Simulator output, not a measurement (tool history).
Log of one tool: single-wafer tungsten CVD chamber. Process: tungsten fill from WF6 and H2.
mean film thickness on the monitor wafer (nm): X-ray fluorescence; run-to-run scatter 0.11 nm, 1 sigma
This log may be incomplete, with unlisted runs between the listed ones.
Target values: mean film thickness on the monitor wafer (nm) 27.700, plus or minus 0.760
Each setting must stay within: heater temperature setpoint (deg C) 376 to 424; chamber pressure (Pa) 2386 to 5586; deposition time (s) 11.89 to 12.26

run  hour  heater temperature setpoint (deg C)  chamber pressure (Pa)  deposition time (s)  mean film thickness on the monitor wafer (nm)
  1   0.0                                  400                   3986                11.89                                         31.915
  2   3.5                                  398                   3973                11.89                                         30.499
  3  12.3                                  389                   3973                11.89                                         25.658
  4  18.3                                  389                   3493                11.89                                         24.104
  5  26.6                                  391                   3506                11.89                                         25.055
  6  34.8                                  392                   3506                11.89                                         25.636
  7  36.0                                  393                   3506                11.89                                         26.255
  8  41.3                                  394                   3506                11.89                                         26.636

Which single option among these 5 for the next run brings every result within its allowed miss of target? Just one does.
  A  46.6                                  388                   4040                11.89                                              ?
  B  46.6                                  392                   3653                11.89                                              ?
  C  46.6                                  391                   3773                11.95                                              ?
  D  46.6                                  388                   3746                12.26                                              ?
  E  46.6                                  393                   4053                11.89                                              ?

move  mean film thickness on the monitor wafer (nm)
   A                                         25.251
   B                                         26.133
   C                                         26.132
   D                                         25.125
   E                                         28.018
A: moves away from the targets compared with the last run
B: moves away from the targets compared with the last run
C: moves away from the targets compared with the last run
D: moves away from the targets compared with the last run
E: hits every target within its allowed miss
So the answer is move E, the one that meets all the targets.

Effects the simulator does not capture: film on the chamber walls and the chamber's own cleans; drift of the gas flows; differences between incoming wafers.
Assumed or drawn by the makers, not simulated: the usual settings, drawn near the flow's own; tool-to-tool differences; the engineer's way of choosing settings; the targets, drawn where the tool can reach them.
